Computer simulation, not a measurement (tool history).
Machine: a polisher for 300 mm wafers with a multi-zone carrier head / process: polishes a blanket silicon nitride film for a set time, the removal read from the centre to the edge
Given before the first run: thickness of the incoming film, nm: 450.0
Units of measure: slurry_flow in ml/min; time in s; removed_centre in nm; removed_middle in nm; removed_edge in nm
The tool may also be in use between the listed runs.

run 1 hour=0 | slurry_flow=215 centre_zone=1 middle_zone=1 edge_zone=1 time=84 | removed_centre=135.42 removed_middle=134.48 removed_edge=135.08
run 2 hour=0.7 | slurry_flow=215 centre_zone=1 middle_zone=1 edge_zone=0.97 time=84 | removed_centre=133.39 removed_middle=133.81 removed_edge=132.44
run 3 hour=3.4 | slurry_flow=215 centre_zone=1 middle_zone=1 edge_zone=1 time=84 | removed_centre=135.02 removed_middle=135.06 removed_edge=136.38
run 4 hour=10.3 | slurry_flow=215 centre_zone=0.92 middle_zone=1 edge_zone=1 time=84 | removed_centre=129.47 removed_middle=136.19 removed_edge=134.54
run 5 hour=16.8 | slurry_flow=210 centre_zone=0.92 middle_zone=0.97 edge_zone=0.96 time=78 | removed_centre=116.29 removed_middle=122.61 removed_edge=123.38
run 6 hour=17.9 | slurry_flow=210 centre_zone=0.92 middle_zone=1.04 edge_zone=0.96 time=78 | removed_centre=116.85 removed_middle=130.67 removed_edge=127.9
run 7 hour=20.6 | slurry_flow=220 centre_zone=0.93 middle_zone=0.99 edge_zone=0.92 time=73 | removed_centre=112.3 removed_middle=116.55 removed_edge=116.6
run 8 hour=28.4 | slurry_flow=220 centre_zone=0.94 middle_zone=0.98 edge_zone=0.89 time=69 | removed_centre=108.53 removed_middle=108.48 removed_edge=107.43
run 9 hour=31.8 | slurry_flow=215 centre_zone=0.93 middle_zone=0.96 edge_zone=0.87 time=67 | removed_centre=101.72 removed_middle=103.06 removed_edge=103.44
run 10 hour=33.7 | slurry_flow=205 centre_zone=0.94 middle_zone=0.95 edge_zone=0.85 time=65 | removed_centre=100.06 removed_middle=99.323 removed_edge=97.362
run 11 hour=34.7 | slurry_flow=205 centre_zone=0.94 middle_zone=0.95 edge_zone=0.85 time=65 | removed_centre=99.312 removed_middle=100.28 removed_edge=97.957
run 12 hour=43.1 | slurry_flow=195 centre_zone=0.94 middle_zone=0.92 edge_zone=0.84 time=65 | removed_centre=97.4 removed_middle=96.75 removed_edge=97.509

Run 13 comes next. What will it give?
run 13 hour=44.2 | slurry_flow=190 centre_zone=0.95 middle_zone=0.91 edge_zone=0.83 time=64 | removed_centre=? removed_middle=? removed_edge=?

{"run 13": {"removed_centre": 98.364, "removed_middle": 94.503, "removed_edge": 96.258}}

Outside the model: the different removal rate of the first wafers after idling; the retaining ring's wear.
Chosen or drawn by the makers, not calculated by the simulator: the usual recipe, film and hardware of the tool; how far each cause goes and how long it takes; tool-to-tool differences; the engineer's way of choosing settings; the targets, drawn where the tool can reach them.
